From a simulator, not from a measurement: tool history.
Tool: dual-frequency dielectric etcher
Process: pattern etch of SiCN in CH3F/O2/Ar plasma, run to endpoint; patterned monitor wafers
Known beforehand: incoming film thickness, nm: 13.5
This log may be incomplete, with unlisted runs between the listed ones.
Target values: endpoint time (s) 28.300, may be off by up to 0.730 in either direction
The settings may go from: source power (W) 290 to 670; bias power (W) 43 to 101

run  hour  source power (W)  bias power (W)  endpoint time (s)
  1   0.0               480              72             31.316
  2   0.5               500              73             30.837
  3   4.1               500              80             29.829
  4  10.5               510              81             29.598
  5  14.1               470              81             30.427
  6  17.7               470              74             31.320
  7  25.2               490              75             31.247
  8  26.6               510              77             30.807
  9  33.8               510              81             29.644
 10  35.0               520              82             29.695
 11  35.5               530              84             29.336

Which one of the following 5 next-run settings gets every result inside its allowed miss? There is exactly one.
  A  36.0               510              73                  ?
  B  36.0               550              91                  ?
  C  36.0               480              87                  ?
  D  36.0               530              77                  ?
  E  36.0               480              76                  ?

move  endpoint time (s)
   A             30.792
   B             28.428
   C             30.127
   D             30.006
   E             31.144
A: further off than the last run
B: every result lands within tolerance
C: further off than the last run
D: further off than the last run
E: further off than the last run
B meets every target.
